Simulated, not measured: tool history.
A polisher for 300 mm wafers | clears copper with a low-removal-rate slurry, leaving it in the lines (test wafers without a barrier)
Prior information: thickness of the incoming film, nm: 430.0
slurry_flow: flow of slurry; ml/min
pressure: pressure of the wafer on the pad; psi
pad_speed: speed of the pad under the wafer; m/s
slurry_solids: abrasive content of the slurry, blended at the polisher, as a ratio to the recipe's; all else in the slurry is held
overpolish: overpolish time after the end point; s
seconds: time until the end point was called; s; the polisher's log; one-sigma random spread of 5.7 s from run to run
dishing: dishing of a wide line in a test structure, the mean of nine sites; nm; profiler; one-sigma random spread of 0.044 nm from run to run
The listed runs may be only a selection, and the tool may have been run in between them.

run 1 hour=0 | slurry_flow=170 pressure=3.1 pad_speed=1.4 slurry_solids=1 overpolish=10 | seconds=118.02 dishing=27.097
run 2 hour=1.6 | slurry_flow=155 pressure=2.7 pad_speed=1.22 slurry_solids=0.9 overpolish=8 | seconds=160.38 dishing=17.33
run 3 hour=9.2 | slurry_flow=140 pressure=2.4 pad_speed=1.08 slurry_solids=0.8 overpolish=7 | seconds=208.25 dishing=11.983
run 4 hour=18.1 | slurry_flow=140 pressure=3 pad_speed=1.08 slurry_solids=0.8 overpolish=7 | seconds=164.88 dishing=14.718
run 5 hour=22 | slurry_flow=140 pressure=3 pad_speed=1.08 slurry_solids=0.7 overpolish=7 | seconds=169.27 dishing=14.428
run 6 hour=24.6 | slurry_flow=130 pressure=2.7 pad_speed=0.98 slurry_solids=0.65 overpolish=6 | seconds=211.47 dishing=10.285
run 7 hour=31.7 | slurry_flow=125 pressure=2.5 pad_speed=0.9 slurry_solids=0.6 overpolish=5 | seconds=243.77 dishing=7.3272
run 8 hour=35 | slurry_flow=120 pressure=2.4 pad_speed=0.84 slurry_solids=0.6 overpolish=5 | seconds=279.18 dishing=6.5244
run 9 hour=37.5 | slurry_flow=115 pressure=2.4 pad_speed=0.8 slurry_solids=0.6 overpolish=5 | seconds=292.91 dishing=6.3346

The next listed run, before its measurement:
run 10 hour=39.7 | slurry_flow=135 pressure=2.2 pad_speed=0.78 slurry_solids=0.6 overpolish=5 | seconds=? dishing=?

seconds: 305.45 s
dishing: 5.9582 nm
